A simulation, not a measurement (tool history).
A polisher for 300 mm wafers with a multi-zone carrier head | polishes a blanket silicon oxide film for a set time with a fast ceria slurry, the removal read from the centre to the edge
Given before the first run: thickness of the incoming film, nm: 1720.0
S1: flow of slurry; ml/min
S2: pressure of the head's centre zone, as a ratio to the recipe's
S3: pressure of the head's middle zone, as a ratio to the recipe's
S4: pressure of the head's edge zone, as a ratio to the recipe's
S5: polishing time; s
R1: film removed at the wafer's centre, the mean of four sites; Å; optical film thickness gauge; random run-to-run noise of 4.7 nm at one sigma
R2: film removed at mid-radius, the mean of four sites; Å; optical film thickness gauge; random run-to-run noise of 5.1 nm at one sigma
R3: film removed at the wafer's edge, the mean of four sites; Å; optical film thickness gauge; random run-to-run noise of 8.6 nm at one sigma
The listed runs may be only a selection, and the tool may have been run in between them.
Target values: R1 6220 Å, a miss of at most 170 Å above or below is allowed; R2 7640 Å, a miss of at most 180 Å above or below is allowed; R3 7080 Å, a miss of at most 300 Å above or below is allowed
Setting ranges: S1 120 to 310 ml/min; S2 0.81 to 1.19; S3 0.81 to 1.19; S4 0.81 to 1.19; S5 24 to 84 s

Run 1, hour 0: S1 200 ml/min, S2 1, S3 1, S4 1, S5 54 s. Result: R1 4882.9 Å, R2 4953.8 Å, R3 4899 Å.
Run 2, hour 1.9: S1 200 ml/min, S2 1, S3 1, S4 1.08, S5 54 s. Result: R1 4915.7 Å, R2 4908.6 Å, R3 4845.7 Å.
Run 3, hour 3.9: S1 200 ml/min, S2 0.96, S3 1, S4 1.08, S5 54 s. Result: R1 4753.1 Å, R2 4916.4 Å, R3 4804.2 Å.
Run 4, hour 8.5: S1 150 ml/min, S2 0.96, S3 1, S4 1.08, S5 54 s. Result: R1 4447.9 Å, R2 4804.2 Å, R3 4726.7 Å.
Run 5, hour 14.1: S1 140 ml/min, S2 0.94, S3 1.02, S4 1.08, S5 61 s. Result: R1 4960.6 Å, R2 5485.1 Å, R3 5455.3 Å.
At hour 21.9: worn pad replaced by a new one.
Run 6, hour 21.9: S1 145 ml/min, S2 0.93, S3 1.06, S4 1.08, S5 65 s. Result: R1 5846.9 Å, R2 6607.3 Å, R3 6465 Å.
Run 7, hour 29.9: S1 165 ml/min, S2 0.9, S3 1.08, S4 1.07, S5 65 s. Result: R1 5731.4 Å, R2 6876 Å, R3 6302.6 Å.
Run 8, hour 32.2: S1 155 ml/min, S2 0.9, S3 1.1, S4 1.1, S5 66 s. Result: R1 5775.6 Å, R2 7041.5 Å, R3 6346.3 Å.
Run 9, hour 38.8: S1 145 ml/min, S2 0.9, S3 1.1, S4 1.06, S5 67 s. Result: R1 5867.6 Å, R2 7127.7 Å, R3 6575.9 Å.
Run 10, hour 43.3: S1 140 ml/min, S2 0.9, S3 1.1, S4 1.06, S5 68 s. Result: R1 5827.8 Å, R2 7168.1 Å, R3 6705.6 Å.

Which single option among these 5 for the next run brings every result within its allowed miss of target? Just one does.
Run A, hour 47.8: S1 120 ml/min, S2 0.91, S3 0.96, S4 1.1, S5 70 s. Result: R1 ?, R2 ?, R3 ?.
Run B, hour 47.8: S1 185 ml/min, S2 0.95, S3 1.15, S4 1.07, S5 67 s. Result: R1 ?, R2 ?, R3 ?.
Run C, hour 47.8: S1 120 ml/min, S2 0.84, S3 0.93, S4 1, S5 76 s. Result: R1 ?, R2 ?, R3 ?.
Run D, hour 47.8: S1 120 ml/min, S2 0.87, S3 1.06, S4 0.93, S5 76 s. Result: R1 ?, R2 ?, R3 ?.
Run E, hour 47.8: S1 120 ml/min, S2 0.84, S3 0.9, S4 0.84, S5 79 s. Result: R1 ?, R2 ?, R3 ?.

move      R1      R2      R3
   A  5936.4    6378  6755.2
   B  6283.9  7481.3  6636.6
   C    5944  6746.2  7149.7
   D  6163.8  7532.4    7006
   E  6177.3  6824.6  7122.2
A: lands further from the targets than the last run did
B: brings the result that was furthest off to its target, and leaves another outside
C: lands further from the targets than the last run did
D: all results in spec
E: lands further from the targets than the last run did
Go with D: it meets all targets.
